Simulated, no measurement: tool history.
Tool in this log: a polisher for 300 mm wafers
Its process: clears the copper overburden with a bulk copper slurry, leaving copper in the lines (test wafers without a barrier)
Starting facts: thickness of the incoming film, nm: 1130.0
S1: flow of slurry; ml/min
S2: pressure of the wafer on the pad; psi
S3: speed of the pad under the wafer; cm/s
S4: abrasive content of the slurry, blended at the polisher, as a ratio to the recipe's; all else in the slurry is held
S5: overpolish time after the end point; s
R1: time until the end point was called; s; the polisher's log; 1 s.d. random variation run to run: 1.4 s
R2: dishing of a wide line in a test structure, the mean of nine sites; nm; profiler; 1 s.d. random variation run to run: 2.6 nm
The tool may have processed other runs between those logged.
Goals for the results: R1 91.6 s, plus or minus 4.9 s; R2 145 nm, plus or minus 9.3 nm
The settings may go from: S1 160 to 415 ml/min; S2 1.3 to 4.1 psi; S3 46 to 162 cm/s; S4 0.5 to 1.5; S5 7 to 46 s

| run | hour | S1 | S2 | S3 | S4 | S5 | R1 | R2 |
|---|---|---|---|---|---|---|---|---|
| 1 | 0 | 265 | 2.7 | 104 | 1 | 24 | 135.18 | 106.96 |
| 2 | 6.6 | 265 | 2.7 | 104 | 1.1 | 24 | 133.16 | 108.59 |
| 3 | 12.4 | 265 | 2.7 | 104 | 1.1 | 32 | 133.57 | 127.99 |
| 4 | 16.8 | 265 | 2.9 | 104 | 1.1 | 31 | 127.04 | 128.46 |
| 5 | 20.8 | 265 | 2.4 | 104 | 1.1 | 31 | 144.53 | 118.09 |
| 6 | 23.9 | 265 | 2 | 104 | 1.1 | 31 | 159.48 | 109.72 |
| 7 | 27.7 | 265 | 2.3 | 106 | 1.1 | 30 | 144.36 | 111.51 |
| 8 | 36 | 265 | 2.5 | 108 | 1.1 | 29 | 138.04 | 115.99 |
| 9 | 39.8 | 265 | 3.2 | 120 | 1.1 | 20 | 104.74 | 113.57 |
| 10 | 42.1 | 265 | 3.3 | 120 | 1.1 | 21 | 103.02 | 121.44 |
| 11 | 43.4 | 265 | 3.4 | 120 | 1.1 | 22 | 102.88 | 123.62 |
| 12 | 46 | 265 | 3.5 | 120 | 1.1 | 22 | 99.126 | 127.9 |
| 13 | 53.5 | 265 | 3.6 | 120 | 1.1 | 22 | 99.99 | 122.65 |
| 14 | 58.6 | 265 | 3.7 | 120 | 1.1 | 23 | 97.616 | 133.73 |
| 15 | 61.2 | 265 | 3.8 | 120 | 1.1 | 23 | 92.386 | 131.23 |

Consider the 5 candidate settings below. Which is the only one whose results all fall within their allowed miss of target?
| A | 63.8 | 310 | 3.4 | 120 | 1.25 | 37 | ? | ? |
| B | 63.8 | 270 | 3.8 | 122 | 1.15 | 20 | ? | ? |
| C | 63.8 | 230 | 4.1 | 116 | 1.15 | 17 | ? | ? |
| D | 63.8 | 240 | 3.8 | 112 | 1.15 | 24 | ? | ? |
| E | 63.8 | 205 | 3.7 | 130 | 1.2 | 27 | ? | ? |

| move | R1 | R2 |
|---|---|---|
| A | 98.685 | 162.21 |
| B | 93.081 | 126.38 |
| C | 93.277 | 115.15 |
| D | 100.74 | 134.06 |
| E | 92.586 | 148.17 |
A: moves the result that the last run missed by most past its target, out the other side
B: misses by more than the last run did
C: misses by more than the last run did
D: misses by more than the last run did
E: every result within its allowed miss
Correct choice: E, which meets every target

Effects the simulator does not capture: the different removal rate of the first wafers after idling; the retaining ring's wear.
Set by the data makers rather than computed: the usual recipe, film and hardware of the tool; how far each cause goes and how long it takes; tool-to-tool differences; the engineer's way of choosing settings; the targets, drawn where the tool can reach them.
